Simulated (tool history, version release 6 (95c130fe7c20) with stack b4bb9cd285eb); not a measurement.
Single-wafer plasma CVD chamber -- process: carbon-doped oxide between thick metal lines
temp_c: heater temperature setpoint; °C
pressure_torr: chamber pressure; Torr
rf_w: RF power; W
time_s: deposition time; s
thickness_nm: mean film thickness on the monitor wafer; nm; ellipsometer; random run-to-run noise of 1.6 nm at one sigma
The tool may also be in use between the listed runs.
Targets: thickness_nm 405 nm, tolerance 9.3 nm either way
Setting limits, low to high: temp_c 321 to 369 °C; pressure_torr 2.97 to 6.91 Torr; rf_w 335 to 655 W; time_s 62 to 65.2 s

{"run": 1, "day": 0.0, "temp_c": 345, "pressure_torr": 4.94, "rf_w": 495, "time_s": 65.2, "thickness_nm": 348.69}
{"run": 2, "day": 0.054, "temp_c": 345, "pressure_torr": 5.66, "rf_w": 495, "time_s": 65.2, "thickness_nm": 360.05}
{"run": 3, "day": 0.233, "temp_c": 344, "pressure_torr": 5.8, "rf_w": 500, "time_s": 65.2, "thickness_nm": 363.92}
{"run": 4, "day": 0.275, "temp_c": 344, "pressure_torr": 5.1, "rf_w": 500, "time_s": 65.2, "thickness_nm": 355.4}
{"run": 5, "day": 0.483, "temp_c": 343, "pressure_torr": 5.26, "rf_w": 505, "time_s": 65.2, "thickness_nm": 361.21}
{"run": 6, "day": 0.762, "temp_c": 342, "pressure_torr": 5.39, "rf_w": 510, "time_s": 65.2, "thickness_nm": 369.09}
{"run": 7, "day": 0.912, "temp_c": 340, "pressure_torr": 5.46, "rf_w": 510, "time_s": 65.2, "thickness_nm": 368.87}
{"run": 8, "day": 1.258, "temp_c": 340, "pressure_torr": 5.46, "rf_w": 510, "time_s": 65.2, "thickness_nm": 370.55}
{"run": 9, "day": 1.325, "temp_c": 339, "pressure_torr": 5.56, "rf_w": 515, "time_s": 65.2, "thickness_nm": 372.21}
{"run": 10, "day": 1.608, "temp_c": 339, "pressure_torr": 5.66, "rf_w": 520, "time_s": 65.2, "thickness_nm": 377.97}
{"run": 11, "day": 1.908, "temp_c": 338, "pressure_torr": 5.75, "rf_w": 525, "time_s": 65.2, "thickness_nm": 382.56}
{"run": 12, "day": 2.096, "temp_c": 337, "pressure_torr": 5.82, "rf_w": 525, "time_s": 65.2, "thickness_nm": 382.77}
{"run": 13, "day": 2.271, "temp_c": 337, "pressure_torr": 5.89, "rf_w": 530, "time_s": 65.2, "thickness_nm": 389}
{"run": 14, "day": 2.617, "temp_c": 337, "pressure_torr": 5.89, "rf_w": 530, "time_s": 65.2, "thickness_nm": 386.25}
{"day": 2.892, "done": "thermocouple changed; heater temperature recalibrated"}
{"run": 15, "day": 2.892, "temp_c": 337, "pressure_torr": 5.95, "rf_w": 530, "time_s": 65.2, "thickness_nm": 382.92}
{"run": 16, "day": 3.262, "temp_c": 336, "pressure_torr": 5.98, "rf_w": 535, "time_s": 65.2, "thickness_nm": 383.8}
{"run": 17, "day": 3.454, "temp_c": 336, "pressure_torr": 6.01, "rf_w": 540, "time_s": 65.2, "thickness_nm": 385.4}
{"run": 18, "day": 3.742, "temp_c": 335, "pressure_torr": 6.05, "rf_w": 545, "time_s": 65.2, "thickness_nm": 392.19}
{"run": 19, "day": 3.888, "temp_c": 335, "pressure_torr": 6.08, "rf_w": 545, "time_s": 65.2, "thickness_nm": 389.97}

Which single option among these 4 for the next run brings every result within its allowed miss of target? Just one does.
{"run": "A", "day": 4.033, "temp_c": 329, "pressure_torr": 6.15, "rf_w": 540, "time_s": 64, "thickness_nm": "?"}
{"run": "B", "day": 4.033, "temp_c": 328, "pressure_torr": 6.01, "rf_w": 525, "time_s": 63.2, "thickness_nm": "?"}
{"run": "C", "day": 4.033, "temp_c": 334, "pressure_torr": 5.92, "rf_w": 550, "time_s": 62.8, "thickness_nm": "?"}
{"run": "D", "day": 4.033, "temp_c": 347, "pressure_torr": 6.22, "rf_w": 610, "time_s": 65.2, "thickness_nm": "?"}

move=A thickness_nm=393.73
move=B thickness_nm=382.88
move=C thickness_nm=381.5
move=D thickness_nm=404.89
A: moves toward the targets from the last run without getting all of them in spec
B: misses by more than the last run did
C: misses by more than the last run did
D: each result inside its tolerance
D is the move that brings every result within its allowed miss.
